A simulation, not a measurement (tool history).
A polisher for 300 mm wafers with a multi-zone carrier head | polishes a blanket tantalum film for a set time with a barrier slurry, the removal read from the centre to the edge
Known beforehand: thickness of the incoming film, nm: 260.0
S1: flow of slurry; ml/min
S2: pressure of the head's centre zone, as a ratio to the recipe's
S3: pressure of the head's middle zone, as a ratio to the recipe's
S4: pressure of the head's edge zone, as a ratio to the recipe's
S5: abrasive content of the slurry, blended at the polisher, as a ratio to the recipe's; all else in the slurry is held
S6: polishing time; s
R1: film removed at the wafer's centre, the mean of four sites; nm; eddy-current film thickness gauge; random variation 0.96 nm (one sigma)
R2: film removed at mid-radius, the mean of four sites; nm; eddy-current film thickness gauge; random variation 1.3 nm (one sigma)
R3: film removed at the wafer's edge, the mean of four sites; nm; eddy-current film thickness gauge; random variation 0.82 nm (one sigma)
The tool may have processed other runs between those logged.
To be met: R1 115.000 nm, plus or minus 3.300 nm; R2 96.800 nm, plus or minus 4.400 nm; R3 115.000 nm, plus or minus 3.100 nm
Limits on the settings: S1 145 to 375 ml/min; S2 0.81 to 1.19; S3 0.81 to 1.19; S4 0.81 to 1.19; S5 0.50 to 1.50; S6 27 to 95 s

{"run": 1, "hour": 0.0, "S1": 240, "S2": 1.0, "S3": 1.0, "S4": 1.0, "S5": 1.0, "S6": 61, "R1": 83.021, "R2": 84.612, "R3": 85.655}
{"run": 2, "hour": 2.8, "S1": 240, "S2": 1.0, "S3": 0.93, "S4": 1.0, "S5": 1.0, "S6": 61, "R1": 84.589, "R2": 79.771, "R3": 86.453}
{"run": 3, "hour": 7.2, "S1": 245, "S2": 1.01, "S3": 0.93, "S4": 1.02, "S5": 1.1, "S6": 61, "R1": 86.167, "R2": 81.477, "R3": 88.709}
{"run": 4, "hour": 8.6, "S1": 250, "S2": 1.03, "S3": 0.92, "S4": 1.04, "S5": 1.15, "S6": 62, "R1": 90.212, "R2": 83.278, "R3": 90.838}
{"run": 5, "hour": 12.4, "S1": 250, "S2": 1.04, "S3": 0.91, "S4": 1.05, "S5": 1.2, "S6": 63, "R1": 93.439, "R2": 84.925, "R3": 95.077}
{"run": 6, "hour": 13.6, "S1": 250, "S2": 1.05, "S3": 0.91, "S4": 1.06, "S5": 1.25, "S6": 64, "R1": 98.17, "R2": 87.862, "R3": 97.928}
{"run": 7, "hour": 18.5, "S1": 250, "S2": 1.06, "S3": 0.9, "S4": 1.08, "S5": 1.3, "S6": 65, "R1": 100.14, "R2": 87.346, "R3": 102.0}
{"run": 8, "hour": 21.7, "S1": 255, "S2": 1.07, "S3": 0.91, "S4": 1.09, "S5": 1.35, "S6": 65, "R1": 104.5, "R2": 90.551, "R3": 103.72}
{"run": 9, "hour": 22.7, "S1": 260, "S2": 1.07, "S3": 0.91, "S4": 1.1, "S5": 1.35, "S6": 65, "R1": 102.49, "R2": 89.646, "R3": 103.4}
{"run": 10, "hour": 28.0, "S1": 260, "S2": 1.08, "S3": 0.91, "S4": 1.11, "S5": 1.35, "S6": 66, "R1": 107.05, "R2": 91.855, "R3": 105.17}
{"run": 11, "hour": 30.6, "S1": 260, "S2": 1.08, "S3": 0.91, "S4": 1.12, "S5": 1.35, "S6": 66, "R1": 106.68, "R2": 91.136, "R3": 105.87}
{"run": 12, "hour": 35.5, "S1": 260, "S2": 1.08, "S3": 0.91, "S4": 1.13, "S5": 1.35, "S6": 66, "R1": 106.24, "R2": 89.866, "R3": 105.45}
{"run": 13, "hour": 44.6, "S1": 270, "S2": 1.08, "S3": 0.91, "S4": 1.14, "S5": 1.45, "S6": 67, "R1": 109.42, "R2": 96.191, "R3": 109.58}

Which of these 5 next moves meets every target?
{"run": "A", "hour": 53.7, "S1": 170, "S2": 1.11, "S3": 0.81, "S4": 1.12, "S5": 1.45, "S6": 74, "R1": "?", "R2": "?", "R3": "?"}
{"run": "B", "hour": 53.7, "S1": 190, "S2": 1.08, "S3": 0.94, "S4": 1.11, "S5": 1.35, "S6": 80, "R1": "?", "R2": "?", "R3": "?"}
{"run": "C", "hour": 53.7, "S1": 230, "S2": 1.06, "S3": 0.83, "S4": 1.18, "S5": 1.3, "S6": 71, "R1": "?", "R2": "?", "R3": "?"}
{"run": "D", "hour": 53.7, "S1": 350, "S2": 1.07, "S3": 0.88, "S4": 1.14, "S5": 1.5, "S6": 68, "R1": "?", "R2": "?", "R3": "?"}
{"run": "E", "hour": 53.7, "S1": 190, "S2": 1.04, "S3": 0.81, "S4": 1.09, "S5": 1.3, "S6": 75, "R1": "?", "R2": "?", "R3": "?"}

move=A R1=115.160 R2=86.476 R3=115.530
move=B R1=122.330 R2=105.600 R3=124.230
move=C R1=109.230 R2=86.987 R3=115.580
move=D R1=114.430 R2=93.914 R3=115.800
move=E R1=109.460 R2=87.571 R3=114.700
A: the furthest-off result lands on target, but another misses its tolerance
B: takes the result that was furthest off past its target
C: the furthest-off result lands on target, but another misses its tolerance
D: all results in spec
E: the furthest-off result lands on target, but another misses its tolerance
Go with D: it meets all targets.
